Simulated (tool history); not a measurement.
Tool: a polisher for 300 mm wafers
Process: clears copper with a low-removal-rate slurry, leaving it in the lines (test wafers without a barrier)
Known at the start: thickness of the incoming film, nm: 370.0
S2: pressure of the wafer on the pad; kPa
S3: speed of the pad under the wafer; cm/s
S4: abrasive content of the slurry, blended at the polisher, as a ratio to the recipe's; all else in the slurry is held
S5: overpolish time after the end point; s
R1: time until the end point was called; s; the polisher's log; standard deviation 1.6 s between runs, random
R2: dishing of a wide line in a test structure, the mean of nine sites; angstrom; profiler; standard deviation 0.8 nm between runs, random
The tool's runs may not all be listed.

run 1 hour=0 | flow_of_slurry_(ml/min)=280 S2=22.8 S3=86 S4=1 S5=16 | R1=96.238 R2=349.92
run 2 hour=8.9 | flow_of_slurry_(ml/min)=280 S2=22.8 S3=86 S4=0.9 S5=16 | R1=97.029 R2=342.28
run 3 hour=11.9 | flow_of_slurry_(ml/min)=285 S2=22.1 S3=86 S4=0.9 S5=18 | R1=100.61 R2=368.09
run 4 hour=15.6 | flow_of_slurry_(ml/min)=285 S2=22.1 S3=98 S4=0.9 S5=18 | R1=91.815 R2=400.7
run 5 hour=17.6 | flow_of_slurry_(ml/min)=285 S2=21.4 S3=98 S4=0.9 S5=19 | R1=92.428 R2=408.96
run 6 hour=24.6 | flow_of_slurry_(ml/min)=255 S2=21.4 S3=98 S4=0.9 S5=19 | R1=94.461 R2=403.04
run 7 hour=32.7 | flow_of_slurry_(ml/min)=255 S2=21.4 S3=98 S4=0.9 S5=19 | R1=96.941 R2=404.88

What will run 8 give?
run 8 hour=40.5 | flow_of_slurry_(ml/min)=255 S2=18.6 S3=96 S4=0.9 S5=26 | R1=? R2=?

R1: 106.68 s
R2: 457.64 angstrom

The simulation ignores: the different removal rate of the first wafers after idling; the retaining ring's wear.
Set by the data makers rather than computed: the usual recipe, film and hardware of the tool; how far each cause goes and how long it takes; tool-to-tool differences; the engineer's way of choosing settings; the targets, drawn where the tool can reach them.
